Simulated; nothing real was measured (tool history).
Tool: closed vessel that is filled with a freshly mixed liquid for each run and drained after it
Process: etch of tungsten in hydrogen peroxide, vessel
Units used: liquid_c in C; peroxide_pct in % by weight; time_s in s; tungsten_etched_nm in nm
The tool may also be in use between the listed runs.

run	hour	liquid_c	peroxide_pct	time_s	tungsten_etched_nm
1	0	46	15.5	30	54.784
2	7.6	46	12.5	30	49.076
3	13.4	53	12.5	30	74.441
4	19.2	53	12.5	30	75.878
5	19.8	48	12.5	30	55.704
6	23.3	48	14	30	59.408
7	28.9	46	14	30	51.947
# hour 30: peroxide flow meter replaced
8	30	44.5	14	30	45.591
9	35.9	43.5	14	30	42.882
10	43	42.5	14	30	40.182
11	50.9	41.5	14	30	38.698
12	57.5	40.5	14	30	36.155
13	65.6	39.5	14	30	33.421
14	72.7	39	14	30	31.784

Expected results for the next run?
15	76.6	38.5	14	30	?

Run 15 measured tungsten_etched_nm 31.705 nm.

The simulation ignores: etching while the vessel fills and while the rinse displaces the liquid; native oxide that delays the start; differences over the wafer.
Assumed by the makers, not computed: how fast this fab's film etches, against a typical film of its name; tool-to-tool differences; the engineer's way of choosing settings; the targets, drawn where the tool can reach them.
